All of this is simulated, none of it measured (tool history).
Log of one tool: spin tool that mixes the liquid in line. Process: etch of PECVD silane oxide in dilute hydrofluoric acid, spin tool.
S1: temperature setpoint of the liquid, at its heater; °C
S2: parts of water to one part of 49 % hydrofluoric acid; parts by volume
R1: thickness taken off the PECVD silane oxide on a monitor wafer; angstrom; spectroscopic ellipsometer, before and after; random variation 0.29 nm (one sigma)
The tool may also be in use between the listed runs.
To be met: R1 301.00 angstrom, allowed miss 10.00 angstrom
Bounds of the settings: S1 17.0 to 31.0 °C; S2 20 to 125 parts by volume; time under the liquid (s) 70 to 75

{"run": 1, "hour": 0.0, "S1": 23.0, "S2": 70, "time under the liquid (s)": 70, "R1": 438.93}
{"run": 2, "hour": 8.1, "S1": 21.5, "S2": 70, "time under the liquid (s)": 70, "R1": 426.89}
{"run": 3, "hour": 15.9, "S1": 20.5, "S2": 75, "time under the liquid (s)": 70, "R1": 376.37}
{"run": 4, "hour": 19.8, "S1": 19.5, "S2": 80, "time under the liquid (s)": 70, "R1": 341.22}
{"run": 5, "hour": 20.3, "S1": 19.5, "S2": 95, "time under the liquid (s)": 70, "R1": 276.3}
{"run": 6, "hour": 26.0, "S1": 17.5, "S2": 95, "time under the liquid (s)": 70, "R1": 257.32}
{"run": 7, "hour": 31.8, "S1": 19.0, "S2": 95, "time under the liquid (s)": 70, "R1": 271.69}
{"run": 8, "hour": 35.9, "S1": 20.0, "S2": 95, "time under the liquid (s)": 70, "R1": 283.41}
{"run": 9, "hour": 43.6, "S1": 20.5, "S2": 95, "time under the liquid (s)": 70, "R1": 286.41}
{"hour": 48.7, "done": "thermometer replaced"}
{"run": 10, "hour": 48.7, "S1": 21.0, "S2": 95, "time under the liquid (s)": 70, "R1": 319.93}
{"run": 11, "hour": 55.7, "S1": 20.5, "S2": 95, "time under the liquid (s)": 70, "R1": 314.71}
{"run": 12, "hour": 63.0, "S1": 20.5, "S2": 95, "time under the liquid (s)": 70, "R1": 310.78}

4 next moves are on the table. One of them brings every result within its allowed miss. Which?
{"run": "A", "hour": 70.3, "S1": 22.0, "S2": 105, "time under the liquid (s)": 75, "R1": "?"}
{"run": "B", "hour": 70.3, "S1": 18.5, "S2": 85, "time under the liquid (s)": 70, "R1": "?"}
{"run": "C", "hour": 70.3, "S1": 25.0, "S2": 105, "time under the liquid (s)": 70, "R1": "?"}
{"run": "D", "hour": 70.3, "S1": 23.0, "S2": 115, "time under the liquid (s)": 75, "R1": "?"}

move=A R1=321.02
move=B R1=327.85
move=C R1=337.46
move=D R1=301.49
A: further off than the last run
B: further off than the last run
C: further off than the last run
D: meets every target
Move D is the one to make.
